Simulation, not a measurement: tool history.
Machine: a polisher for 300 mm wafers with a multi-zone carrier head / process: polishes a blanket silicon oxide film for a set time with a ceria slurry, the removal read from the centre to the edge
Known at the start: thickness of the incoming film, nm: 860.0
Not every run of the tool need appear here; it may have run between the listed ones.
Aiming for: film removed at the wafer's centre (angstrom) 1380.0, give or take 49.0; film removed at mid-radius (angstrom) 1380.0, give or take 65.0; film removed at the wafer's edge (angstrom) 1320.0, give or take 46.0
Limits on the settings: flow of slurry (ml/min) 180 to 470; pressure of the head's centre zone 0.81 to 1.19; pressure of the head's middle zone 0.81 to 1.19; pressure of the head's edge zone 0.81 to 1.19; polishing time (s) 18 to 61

run  hour  flow of slurry (ml/min)  pressure of the head's centre zone  pressure of the head's middle zone  pressure of the head's edge zone  polishing time (s)  film removed at the wafer's centre (angstrom)  film removed at mid-radius (angstrom)  film removed at the wafer's edge (angstrom)
  1   0.0                      300                                1.00                                1.00                              1.00                  39                                         1919.4                                 1867.0                                       1861.3
  2   3.0                      300                                1.00                                1.00                              1.00                  46                                         2242.5                                 2230.2                                       2243.1
  3   7.7                      300                                1.00                                0.95                              1.00                  46                                         2233.3                                 2109.2                                       2214.9
  4  11.7                      300                                1.08                                0.95                              1.00                  46                                         2414.4                                 2102.6                                       2231.6
  5  16.4                      300                                1.05                                0.95                              0.98                  43                                         2207.7                                 1943.9                                       2067.7
  6  24.5                      300                                1.03                                0.96                              0.97                  40                                         1976.1                                 1849.1                                       1928.0
  7  32.7                      300                                1.03                                0.97                              0.97                  37                                         1850.8                                 1700.2                                       1756.5
  8  36.4                      300                                1.02                                0.98                              0.96                  35                                         1723.5                                 1695.9                                       1669.4
  9  43.3                      300                                1.02                                0.98                              0.95                  33                                         1608.2                                 1601.8                                       1582.5
 10  44.5                      300                                1.03                                0.98                              0.94                  32                                         1582.4                                 1474.6                                       1541.3

Exercise: of the 5 proposed moves below, exactly one satisfies all targets within the stated allowed misses. Which move is it?
  A  45.7                      250                                1.00                                1.06                              1.07                  30                                              ?                                      ?                                            ?
  B  45.7                      250                                1.06                                0.93                              1.04                  37                                              ?                                      ?                                            ?
  C  45.7                      305                                1.05                                1.08                              1.00                  27                                              ?                                      ?                                            ?
  D  45.7                      340                                1.01                                0.94                              1.05                  38                                              ?                                      ?                                            ?
  E  45.7                      400                                1.02                                0.81                              0.85                  36                                              ?                                      ?                                            ?

move  film removed at the wafer's centre (angstrom)  film removed at mid-radius (angstrom)  film removed at the wafer's edge (angstrom)
   A                                         1451.0                                 1493.1                                       1480.6
   B                                         1896.1                                 1648.7                                       1803.9
   C                                         1398.6                                 1389.1                                       1306.2
   D                                         1909.0                                 1753.7                                       1898.2
   E                                         1848.4                                 1486.8                                       1647.5
A: closer than the last run, but not yet in spec
B: the biggest miss grows against the last run
C: all results in spec
D: the biggest miss grows against the last run
E: the biggest miss grows against the last run
C meets every target.
